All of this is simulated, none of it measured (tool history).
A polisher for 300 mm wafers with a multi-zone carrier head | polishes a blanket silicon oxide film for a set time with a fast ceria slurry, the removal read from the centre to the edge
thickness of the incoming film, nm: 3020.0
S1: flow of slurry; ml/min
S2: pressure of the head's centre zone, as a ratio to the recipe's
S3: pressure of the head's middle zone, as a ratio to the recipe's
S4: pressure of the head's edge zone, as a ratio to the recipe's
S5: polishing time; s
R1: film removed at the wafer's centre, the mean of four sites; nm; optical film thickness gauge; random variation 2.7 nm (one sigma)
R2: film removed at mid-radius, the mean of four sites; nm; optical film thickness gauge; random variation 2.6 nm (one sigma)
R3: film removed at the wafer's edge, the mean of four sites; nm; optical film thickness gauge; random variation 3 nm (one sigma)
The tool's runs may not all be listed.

run,hour,S1,S2,S3,S4,S5,R1,R2,R3
1,0.0,190,1.00,1.00,1.00,31,512.25,530.65,482.98
2,2.6,190,0.93,1.00,1.00,31,481.46,511.45,477.90
3,7.5,190,0.93,1.00,0.92,31,481.13,520.70,462.02
4,9.6,190,0.94,0.98,0.91,29,452.80,487.02,433.01
5,14.2,210,0.94,0.98,0.91,29,458.20,484.76,438.71
6,16.6,210,0.94,0.98,0.95,29,461.12,491.68,444.16
7,22.8,205,0.96,0.96,0.95,27,437.09,439.92,415.92
# hour 24.3: edge zone pressure recalibrated
8,24.3,205,0.97,0.95,0.93,26,425.24,428.10,406.47
9,26.3,155,1.07,0.89,0.83,17,289.92,254.47,243.75
10,33.8,165,1.07,0.89,0.84,17,296.71,255.51,249.31

The next listed run, before its measurement:
11,40.5,215,1.07,0.95,0.89,17,?,?,?

R1: 311.15 nm
R2: 274.85 nm
R3: 257.27 nm
